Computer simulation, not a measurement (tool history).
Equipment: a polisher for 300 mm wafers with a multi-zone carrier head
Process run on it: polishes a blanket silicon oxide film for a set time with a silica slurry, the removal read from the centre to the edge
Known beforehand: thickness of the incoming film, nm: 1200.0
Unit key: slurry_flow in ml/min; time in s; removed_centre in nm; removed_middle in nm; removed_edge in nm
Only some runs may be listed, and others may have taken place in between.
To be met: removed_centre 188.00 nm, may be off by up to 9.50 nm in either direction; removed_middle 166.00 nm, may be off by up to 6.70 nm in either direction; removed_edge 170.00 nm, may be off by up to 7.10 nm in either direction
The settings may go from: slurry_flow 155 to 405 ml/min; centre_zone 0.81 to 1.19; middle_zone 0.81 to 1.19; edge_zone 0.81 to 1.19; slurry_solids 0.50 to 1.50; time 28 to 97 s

run	hour	slurry_flow	centre_zone	middle_zone	edge_zone	slurry_solids	time	removed_centre	removed_middle	removed_edge
1	0.0	260	1.00	1.00	1.00	1.00	62	140.54	146.72	141.06
2	6.9	260	1.00	1.00	1.00	1.00	54	125.02	128.00	124.28
3	14.9	265	1.03	1.00	1.02	1.10	54	136.53	129.02	130.39
4	17.6	265	1.04	1.02	1.03	1.20	55	138.14	139.52	137.00
5	22.6	265	0.96	1.02	1.03	1.20	55	133.82	139.09	133.71
6	30.8	240	0.96	1.02	1.03	1.20	55	133.99	143.39	134.95
7	31.9	245	1.00	1.01	1.02	1.25	57	142.27	145.91	140.07
8	40.5	255	1.04	1.01	1.02	1.30	58	155.83	149.32	146.90
9	41.2	255	1.06	1.01	1.03	1.35	59	163.08	157.16	151.71
10	41.8	260	1.08	1.00	1.05	1.40	59	169.14	155.53	156.86

Consider the 5 candidate settings below. Which is the only one whose results all fall within their allowed miss of target?
A	42.4	330	1.10	0.94	1.02	1.45	63	?	?	?
B	42.4	270	0.99	1.12	1.16	1.45	65	?	?	?
C	42.4	315	0.96	0.93	1.18	1.10	71	?	?	?
D	42.4	295	1.19	0.90	0.98	1.45	56	?	?	?
E	42.4	285	1.09	0.94	1.15	1.35	66	?	?	?

move	removed_centre	removed_middle	removed_edge
A	187.49	171.29	167.51
B	174.01	194.61	181.74
C	170.34	173.37	183.83
D	176.37	146.83	145.11
E	187.74	173.05	180.28
A: all results land within tolerance of their targets
B: its largest miss is bigger than the last run's
C: about the same distance from the targets as the last run
D: its largest miss is bigger than the last run's
E: gets the furthest-off result to its target, but another result is out of tolerance
Correct choice: A, which meets every target
